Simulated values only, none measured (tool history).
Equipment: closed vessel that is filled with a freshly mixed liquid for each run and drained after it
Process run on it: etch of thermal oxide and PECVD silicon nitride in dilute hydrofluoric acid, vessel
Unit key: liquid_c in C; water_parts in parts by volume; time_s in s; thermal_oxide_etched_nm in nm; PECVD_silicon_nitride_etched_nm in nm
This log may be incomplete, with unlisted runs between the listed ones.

| run | hour | liquid_c | water_parts | time_s | thermal_oxide_etched_nm | PECVD_silicon_nitride_etched_nm |
|---|---|---|---|---|---|---|
| 1 | 0 | 22 | 200 | 380 | 7.2032 | 7.6775 |
| 2 | 7.3 | 19 | 200 | 380 | 6.4501 | 6.243 |
| 3 | 8.1 | 19.5 | 180 | 375 | 7.2837 | 7.1604 |
| 4 | 10.3 | 19.5 | 115 | 375 | 12.342 | 10.963 |
| 5 | 13.8 | 17.5 | 115 | 375 | 11.288 | 9.6548 |
| 6 | 16.3 | 17 | 115 | 375 | 10.995 | 9.3095 |
| 7 | 25.3 | 18 | 120 | 380 | 11.095 | 9.6176 |
| 8 | 28.8 | 18.5 | 125 | 380 | 10.871 | 9.5148 |

Run 9 is up next; what results do you expect?
| 9 | 30.5 | 19 | 125 | 380 | ? | ? |

thermal_oxide_etched_nm: 11.158 nm
PECVD_silicon_nitride_etched_nm: 9.9318 nm

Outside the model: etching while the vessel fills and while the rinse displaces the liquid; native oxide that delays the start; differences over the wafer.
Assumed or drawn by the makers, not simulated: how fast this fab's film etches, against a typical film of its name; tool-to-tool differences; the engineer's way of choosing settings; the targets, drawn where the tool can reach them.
